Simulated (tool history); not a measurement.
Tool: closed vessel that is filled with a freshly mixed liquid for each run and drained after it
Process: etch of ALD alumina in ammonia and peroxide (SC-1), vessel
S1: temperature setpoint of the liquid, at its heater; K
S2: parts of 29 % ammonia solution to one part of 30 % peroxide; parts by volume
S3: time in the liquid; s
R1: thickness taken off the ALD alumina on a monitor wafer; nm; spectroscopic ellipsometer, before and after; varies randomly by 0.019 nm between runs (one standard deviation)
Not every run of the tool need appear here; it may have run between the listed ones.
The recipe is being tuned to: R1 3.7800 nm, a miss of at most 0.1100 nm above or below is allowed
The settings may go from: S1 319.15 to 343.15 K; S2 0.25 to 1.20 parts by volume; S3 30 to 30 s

Run 1, day 0.000: S1 335.15 K, S2 0.95 parts by volume, S3 30 s. Result: R1 2.8704 nm.
Run 2, day 0.125: S1 335.15 K, S2 0.65 parts by volume, S3 30 s. Result: R1 2.8026 nm.
Run 3, day 0.425: S1 335.65 K, S2 0.65 parts by volume, S3 30 s. Result: R1 2.8924 nm.
Run 4, day 0.762: S1 335.65 K, S2 0.40 parts by volume, S3 30 s. Result: R1 2.7415 nm.
Run 5, day 0.812: S1 335.65 K, S2 0.55 parts by volume, S3 30 s. Result: R1 2.8066 nm.
Run 6, day 1.183: S1 336.15 K, S2 0.55 parts by volume, S3 30 s. Result: R1 2.8703 nm.
Run 7, day 1.262: S1 336.65 K, S2 0.55 parts by volume, S3 30 s. Result: R1 2.9372 nm.
Run 8, day 1.392: S1 337.15 K, S2 0.55 parts by volume, S3 30 s. Result: R1 3.0252 nm.
Run 9, day 1.433: S1 337.65 K, S2 0.55 parts by volume, S3 30 s. Result: R1 3.1005 nm.
Run 10, day 1.779: S1 338.15 K, S2 0.55 parts by volume, S3 30 s. Result: R1 3.2164 nm.
Run 11, day 1.829: S1 338.65 K, S2 0.55 parts by volume, S3 30 s. Result: R1 3.2730 nm.
Run 12, day 2.079: S1 339.15 K, S2 0.55 parts by volume, S3 30 s. Result: R1 3.3060 nm.
Run 13, day 2.417: S1 339.15 K, S2 0.55 parts by volume, S3 30 s. Result: R1 3.3675 nm.
Run 14, day 2.679: S1 339.15 K, S2 0.55 parts by volume, S3 30 s. Result: R1 3.3546 nm.

Which of these 5 next moves meets every target?
Run A, day 2.942: S1 340.65 K, S2 0.50 parts by volume, S3 30 s. Result: R1 ?.
Run B, day 2.942: S1 340.15 K, S2 0.60 parts by volume, S3 30 s. Result: R1 ?.
Run C, day 2.942: S1 343.15 K, S2 0.60 parts by volume, S3 30 s. Result: R1 ?.
Run D, day 2.942: S1 342.15 K, S2 0.65 parts by volume, S3 30 s. Result: R1 ?.
Run E, day 2.942: S1 340.65 K, S2 0.85 parts by volume, S3 30 s. Result: R1 ?.

move      R1
   A  3.5567
   B  3.5309
   C  4.0834
   D  3.9209
   E  3.7387
A: gains on the last run, yet a result remains outside its allowed miss
B: gains on the last run, yet a result remains outside its allowed miss
C: the result that was furthest off in the last run now lies on the other side of its target
D: the result that was furthest off in the last run now lies on the other side of its target
E: each result inside its tolerance
Correct choice: E, which meets every target
